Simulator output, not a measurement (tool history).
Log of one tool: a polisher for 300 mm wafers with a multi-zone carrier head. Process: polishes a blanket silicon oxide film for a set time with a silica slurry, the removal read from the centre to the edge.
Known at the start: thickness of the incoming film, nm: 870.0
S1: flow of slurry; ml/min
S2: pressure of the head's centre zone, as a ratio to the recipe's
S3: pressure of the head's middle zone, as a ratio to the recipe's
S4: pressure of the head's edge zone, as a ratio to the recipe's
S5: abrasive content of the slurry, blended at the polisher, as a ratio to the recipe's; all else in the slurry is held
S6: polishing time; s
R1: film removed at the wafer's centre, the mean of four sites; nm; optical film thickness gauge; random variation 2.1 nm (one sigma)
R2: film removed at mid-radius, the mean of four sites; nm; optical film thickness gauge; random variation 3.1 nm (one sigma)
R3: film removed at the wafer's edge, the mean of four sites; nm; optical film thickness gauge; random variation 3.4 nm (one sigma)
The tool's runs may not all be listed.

run,day,S1,S2,S3,S4,S5,S6,R1,R2,R3
1,0.000,215,1.00,1.00,1.00,1.00,74,267.10,277.58,270.36
2,0.342,215,0.96,1.00,1.00,1.00,74,254.47,275.62,269.70
3,0.450,220,0.95,0.99,1.03,1.05,74,256.72,277.53,272.14
4,0.646,220,0.95,0.91,1.03,1.05,74,255.66,263.63,276.78
5,0.879,215,0.94,0.89,1.05,1.15,75,265.15,262.38,291.74
6,1.112,215,0.94,0.93,1.05,1.15,75,267.18,272.61,290.47

The next listed run, before its measurement:
7,1.167,215,0.92,0.93,1.07,1.20,76,?,?,?

Run 7 gave R1 266.93 nm, R2 282.20 nm, R3 301.52 nm.
